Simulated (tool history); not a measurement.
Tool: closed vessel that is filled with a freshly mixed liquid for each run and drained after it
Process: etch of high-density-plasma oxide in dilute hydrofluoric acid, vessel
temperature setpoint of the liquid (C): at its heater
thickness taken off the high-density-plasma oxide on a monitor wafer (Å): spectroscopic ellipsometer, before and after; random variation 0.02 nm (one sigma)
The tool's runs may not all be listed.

run    day  temperature setpoint of the liquid (C)  parts of water to one part of 49 % hydrofluoric acid (parts by volume)  time in the liquid (s)  thickness taken off the high-density-plasma oxide on a monitor wafer (Å)
  1  0.000                                    22.0                                                                      85                     150                                                                    88.045
  2  0.292                                    21.0                                                                      90                     150                                                                    78.575
  3  0.604                                    20.0                                                                      90                     150                                                                    75.979
  4  0.821                                    20.0                                                                      90                     150                                                                    75.940
  5  1.004                                    22.5                                                                      90                     150                                                                    83.630
  6  1.100                                    21.5                                                                      90                     150                                                                    80.655
  7  1.329                                    20.5                                                                      90                     150                                                                    76.945
  8  1.554                                    20.0                                                                      90                     150                                                                    75.741
  9  1.808                                    19.5                                                                      90                     150                                                                    74.274
 10  1.979                                    19.0                                                                      90                     150                                                                    72.716
 11  2.188                                    18.5                                                                      90                     150                                                                    71.555
 12  2.246                                    18.0                                                                      90                     150                                                                    69.530

The next listed run, before its measurement:
 13  2.446                                    17.5                                                                      95                     150                                                                         ?

{"run 13": {"thickness taken off the high-density-plasma oxide on a monitor wafer (Å)": 64.144}}
